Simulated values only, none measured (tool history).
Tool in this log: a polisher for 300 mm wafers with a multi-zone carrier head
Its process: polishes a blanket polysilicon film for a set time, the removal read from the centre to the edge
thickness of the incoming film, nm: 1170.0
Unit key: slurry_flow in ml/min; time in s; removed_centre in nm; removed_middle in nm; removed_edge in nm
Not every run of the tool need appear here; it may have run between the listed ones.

run  hour  slurry_flow  centre_zone  middle_zone  edge_zone  time  removed_centre  removed_middle  removed_edge
  1     0          220            1            1          1    68          388.01          391.16         404.3
  2   8.8          220            1            1       0.96    68          387.87          385.58         396.6
  3  15.1          240         1.06            1       0.96    74          454.75          422.34        450.23
  4  23.9          240         1.06         1.06       0.96    74          453.52          455.07        447.11
  5  30.3          255          1.1         1.05       0.92    79          507.36          480.64        471.42
  6  38.7          255          1.1         0.99       0.92    79          508.15          449.77        465.25
  7  47.5          270         1.13         0.99       0.91    82          549.28          474.42        487.83

What does the tool deliver on the next run?
  8  50.5          280         1.15         0.99        0.9    85               ?               ?             ?

Run 8 produced removed_centre 585.55 nm, removed_middle 501.52 nm, removed_edge 504.7 nm.
